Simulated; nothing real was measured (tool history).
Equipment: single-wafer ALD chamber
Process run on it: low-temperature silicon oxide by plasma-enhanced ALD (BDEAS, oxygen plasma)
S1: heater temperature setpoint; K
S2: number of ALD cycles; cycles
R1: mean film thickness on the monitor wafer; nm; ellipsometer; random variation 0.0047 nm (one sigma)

{"run": 1, "hour": 0.0, "S1": 363.15, "S2": 18, "R1": 2.6321}
{"run": 2, "hour": 1.8, "S1": 368.15, "S2": 17, "R1": 2.4405}
{"run": 3, "hour": 3.5, "S1": 368.15, "S2": 20, "R1": 2.8713}
{"run": 4, "hour": 9.2, "S1": 368.15, "S2": 21, "R1": 3.0216}
{"run": 5, "hour": 15.9, "S1": 376.15, "S2": 21, "R1": 2.9456}
{"run": 6, "hour": 23.7, "S1": 376.15, "S2": 22, "R1": 3.0915}
{"run": 7, "hour": 26.8, "S1": 379.15, "S2": 20, "R1": 2.789}
{"run": 8, "hour": 29.9, "S1": 381.15, "S2": 18, "R1": 2.503}

Expected results for the next run?
{"run": 9, "hour": 35.8, "S1": 382.15, "S2": 17, "R1": "?"}

R1: 2.3563 nm

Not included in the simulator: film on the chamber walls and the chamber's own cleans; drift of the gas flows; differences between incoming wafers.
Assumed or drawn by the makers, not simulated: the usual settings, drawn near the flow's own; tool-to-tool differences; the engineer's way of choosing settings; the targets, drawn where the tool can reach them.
